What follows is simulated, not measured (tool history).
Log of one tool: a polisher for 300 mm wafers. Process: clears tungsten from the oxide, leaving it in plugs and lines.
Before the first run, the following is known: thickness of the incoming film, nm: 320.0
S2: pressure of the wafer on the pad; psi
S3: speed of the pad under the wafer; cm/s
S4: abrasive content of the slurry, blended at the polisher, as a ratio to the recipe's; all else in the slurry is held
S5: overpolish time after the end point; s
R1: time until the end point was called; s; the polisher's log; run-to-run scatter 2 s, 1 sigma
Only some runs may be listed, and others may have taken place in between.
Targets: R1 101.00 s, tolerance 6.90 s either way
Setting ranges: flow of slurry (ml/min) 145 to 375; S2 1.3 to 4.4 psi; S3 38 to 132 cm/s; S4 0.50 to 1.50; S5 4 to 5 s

{"run": 1, "hour": 0.0, "flow of slurry (ml/min)": 240, "S2": 2.8, "S3": 84, "S4": 1.0, "S5": 5, "R1": 132.72}
{"run": 2, "hour": 1.6, "flow of slurry (ml/min)": 240, "S2": 2.9, "S3": 84, "S4": 1.0, "S5": 5, "R1": 126.79}
{"run": 3, "hour": 2.8, "flow of slurry (ml/min)": 200, "S2": 2.9, "S3": 84, "S4": 1.0, "S5": 5, "R1": 133.59}
{"run": 4, "hour": 5.0, "flow of slurry (ml/min)": 205, "S2": 3.0, "S3": 84, "S4": 1.0, "S5": 5, "R1": 125.08}
{"run": 5, "hour": 6.1, "flow of slurry (ml/min)": 205, "S2": 3.0, "S3": 84, "S4": 1.0, "S5": 4, "R1": 129.04}
{"run": 6, "hour": 12.1, "flow of slurry (ml/min)": 205, "S2": 3.0, "S3": 84, "S4": 1.0, "S5": 5, "R1": 124.33}
{"run": 7, "hour": 20.5, "flow of slurry (ml/min)": 205, "S2": 3.1, "S3": 84, "S4": 1.0, "S5": 5, "R1": 122.73}
{"run": 8, "hour": 21.7, "flow of slurry (ml/min)": 205, "S2": 3.2, "S3": 84, "S4": 1.0, "S5": 5, "R1": 114.47}
{"run": 9, "hour": 26.9, "flow of slurry (ml/min)": 210, "S2": 3.3, "S3": 84, "S4": 1.0, "S5": 5, "R1": 115.07}
{"run": 10, "hour": 27.5, "flow of slurry (ml/min)": 210, "S2": 3.4, "S3": 84, "S4": 1.0, "S5": 5, "R1": 112.12}
{"run": 11, "hour": 28.1, "flow of slurry (ml/min)": 210, "S2": 3.5, "S3": 84, "S4": 1.0, "S5": 5, "R1": 111.3}

Exactly one of the 4 candidate moves below puts every result within its allowed miss. Which one?
{"run": "A", "hour": 28.7, "flow of slurry (ml/min)": 205, "S2": 2.8, "S3": 102, "S4": 0.75, "S5": 5, "R1": "?"}
{"run": "B", "hour": 28.7, "flow of slurry (ml/min)": 180, "S2": 3.6, "S3": 78, "S4": 1.05, "S5": 4, "R1": "?"}
{"run": "C", "hour": 28.7, "flow of slurry (ml/min)": 175, "S2": 4.0, "S3": 84, "S4": 0.7, "S5": 5, "R1": "?"}
{"run": "D", "hour": 28.7, "flow of slurry (ml/min)": 245, "S2": 3.9, "S3": 106, "S4": 0.6, "S5": 4, "R1": "?"}

move=A R1=128.39
move=B R1=110.14
move=C R1=111.77
move=D R1=101.15
A: further off than the last run
B: nearer than the last run, and not there yet
C: about the same distance from the targets as the last run
D: in spec on every target
Answer: D
